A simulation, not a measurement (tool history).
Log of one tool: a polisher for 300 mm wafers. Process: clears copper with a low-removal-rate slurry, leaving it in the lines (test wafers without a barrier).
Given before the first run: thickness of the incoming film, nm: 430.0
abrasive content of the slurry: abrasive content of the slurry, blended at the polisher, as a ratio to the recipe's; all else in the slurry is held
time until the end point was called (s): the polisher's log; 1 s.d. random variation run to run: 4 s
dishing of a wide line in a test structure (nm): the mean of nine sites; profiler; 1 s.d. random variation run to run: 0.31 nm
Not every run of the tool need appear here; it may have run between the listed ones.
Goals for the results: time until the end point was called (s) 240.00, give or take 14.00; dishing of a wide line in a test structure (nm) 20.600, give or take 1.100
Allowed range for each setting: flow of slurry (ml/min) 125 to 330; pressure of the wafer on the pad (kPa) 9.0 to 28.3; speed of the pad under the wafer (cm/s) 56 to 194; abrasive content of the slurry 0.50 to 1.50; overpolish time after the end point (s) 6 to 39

run  hour  flow of slurry (ml/min)  pressure of the wafer on the pad (kPa)  speed of the pad under the wafer (cm/s)  abrasive content of the slurry  overpolish time after the end point (s)  time until the end point was called (s)  dishing of a wide line in a test structure (nm)
  1   0.0                      210                                    18.6                                      124                            1.00                                       20                                   139.01                                           27.639
  2   7.1                      210                                    18.6                                      142                            1.00                                       20                                   122.77                                           29.447
  3  15.7                      210                                    17.2                                      138                            1.00                                       19                                   136.54                                           26.876
  4  23.3                      210                                    17.2                                      138                            1.00                                       13                                   135.98                                           22.973
     24.7  -- slurry blender recalibrated
  5  24.7                      210                                    15.9                                      136                            1.00                                       14                                   140.14                                           23.452
  6  25.5                      210                                    15.9                                      106                            1.00                                       14                                   179.82                                           20.948
  7  26.4                      210                                    15.2                                      106                            1.00                                       15                                   187.86                                           20.839
  8  34.7                      210                                    14.5                                      106                            1.00                                       16                                   191.53                                           21.508
  9  42.9                      210                                    13.8                                      106                            1.00                                       16                                   197.57                                           20.679
 10  50.7                      210                                    13.1                                      106                            1.00                                       17                                   207.95                                           21.126
 11  56.1                      210                                    12.4                                      106                            1.00                                       17                                   221.11                                           20.043

Which of these 5 next moves meets every target?
  A  61.5                      210                                    12.4                                       84                            1.05                                       22                                        ?                                                ?
  B  61.5                      220                                    12.4                                       84                            1.00                                       30                                        ?                                                ?
  C  61.5                      195                                    13.1                                       94                            1.00                                       23                                        ?                                                ?
  D  61.5                      170                                    13.1                                       86                            0.90                                       25                                        ?                                                ?
  E  61.5                      185                                    14.5                                       88                            1.05                                       19                                        ?                                                ?

move  time until the end point was called (s)  dishing of a wide line in a test structure (nm)
   A                                   269.73                                           20.788
   B                                   270.25                                           24.447
   C                                   236.42                                           22.959
   D                                   267.93                                           22.458
   E                                   232.34                                           20.938
A: takes the biggest miss from the last run beyond its target
B: takes the biggest miss from the last run beyond its target
C: gets the furthest-off result to its target, but another result is out of tolerance
D: takes the biggest miss from the last run beyond its target
E: in spec on every target
The right move is E.

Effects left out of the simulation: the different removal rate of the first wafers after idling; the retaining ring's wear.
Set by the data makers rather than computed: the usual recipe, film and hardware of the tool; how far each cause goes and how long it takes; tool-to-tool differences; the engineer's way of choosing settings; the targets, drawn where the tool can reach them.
